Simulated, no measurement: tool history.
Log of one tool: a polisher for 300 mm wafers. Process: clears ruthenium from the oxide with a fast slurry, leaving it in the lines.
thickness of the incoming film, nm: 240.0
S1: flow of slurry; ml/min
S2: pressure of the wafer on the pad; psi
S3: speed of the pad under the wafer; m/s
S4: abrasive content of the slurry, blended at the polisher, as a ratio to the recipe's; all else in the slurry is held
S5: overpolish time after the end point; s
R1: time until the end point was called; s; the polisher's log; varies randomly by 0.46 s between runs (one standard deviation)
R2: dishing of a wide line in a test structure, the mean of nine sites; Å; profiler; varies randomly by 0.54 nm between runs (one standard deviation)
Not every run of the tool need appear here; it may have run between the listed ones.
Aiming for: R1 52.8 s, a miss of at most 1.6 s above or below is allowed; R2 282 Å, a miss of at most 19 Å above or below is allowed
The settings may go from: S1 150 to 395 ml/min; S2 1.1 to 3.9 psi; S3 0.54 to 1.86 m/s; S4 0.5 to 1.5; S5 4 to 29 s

run 1 hour=0 | S1=250 S2=2.5 S3=1.18 S4=1 S5=15 | R1=59.627 R2=434.73
run 2 hour=2.8 | S1=255 S2=2.6 S3=1.18 S4=1 S5=12 | R1=58.132 R2=374.57
run 3 hour=6.5 | S1=260 S2=2.7 S3=1.18 S4=1 S5=10 | R1=56.475 R2=321.37
run 4 hour=8.5 | S1=210 S2=2.7 S3=1.18 S4=1 S5=10 | R1=56.217 R2=321.33
run 5 hour=9.7 | S1=210 S2=2.7 S3=1.4 S4=1 S5=10 | R1=47.762 R2=380.01
run 6 hour=15.1 | S1=210 S2=2.7 S3=1.4 S4=1 S5=7 | R1=47.966 R2=271.15
run 7 hour=21.3 | S1=210 S2=2.6 S3=1.4 S4=1 S5=7 | R1=49.653 R2=262.5
run 8 hour=23.9 | S1=210 S2=2.6 S3=1.4 S4=1 S5=8 | R1=50.18 R2=298.87

Which one of the following 4 next-run settings gets every result inside its allowed miss? There is exactly one.
run A hour=26.5 | S1=210 S2=2.1 S3=1.84 S4=0.65 S5=10 | R1=? R2=?
run B hour=26.5 | S1=155 S2=3 S3=1.4 S4=0.8 S5=8 | R1=? R2=?
run C hour=26.5 | S1=215 S2=3.1 S3=1.12 S4=1 S5=8 | R1=? R2=?
run D hour=26.5 | S1=160 S2=2.8 S3=1.36 S4=1.1 S5=7 | R1=? R2=?

move=A R1=52.547 R2=341.7
move=B R1=46.955 R2=309.97
move=C R1=52.047 R2=282.76
move=D R1=47.291 R2=273.33
A: the furthest-off result lands on target, but another misses its tolerance
B: its largest miss is bigger than the last run's
C: hits every target within its allowed miss
D: its largest miss is bigger than the last run's
C is the move that brings every result within its allowed miss.
